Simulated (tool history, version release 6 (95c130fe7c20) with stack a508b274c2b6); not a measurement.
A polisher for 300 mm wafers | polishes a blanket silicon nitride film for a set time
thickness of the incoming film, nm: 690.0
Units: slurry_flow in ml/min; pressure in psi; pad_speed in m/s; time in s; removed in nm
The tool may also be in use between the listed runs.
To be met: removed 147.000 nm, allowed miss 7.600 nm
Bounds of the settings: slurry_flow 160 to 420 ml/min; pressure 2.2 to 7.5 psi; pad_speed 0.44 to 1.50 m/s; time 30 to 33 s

run    day  slurry_flow  pressure  pad_speed  time  removed
  1  0.000          270       4.8       0.96    33   82.927
  2  0.292          270       5.4       0.98    33   94.537
  3  0.325          325       5.4       0.98    33   98.106
  4  0.654          325       5.4       1.14    33  107.600
     0.775  -- worn pad replaced by a new one
  5  0.775          325       5.4       0.96    33  102.830
  6  0.988          340       5.7       0.98    33  107.950
  7  1.275          345       6.0       0.98    33  114.660
  8  1.512          350       6.3       0.98    33  120.450

Which of these 4 next moves meets every target?
  A  1.750          395       7.3       0.76    33        ?
  B  1.750          265       6.5       1.26    33        ?
  C  1.750          310       5.9       1.08    30        ?
  D  1.750          230       4.9       1.00    30        ?

move  removed
   A  117.520
   B  145.360
   C  109.170
   D   83.409
A: further off than the last run
B: meets every target
C: further off than the last run
D: further off than the last run
Move B is the one to make.
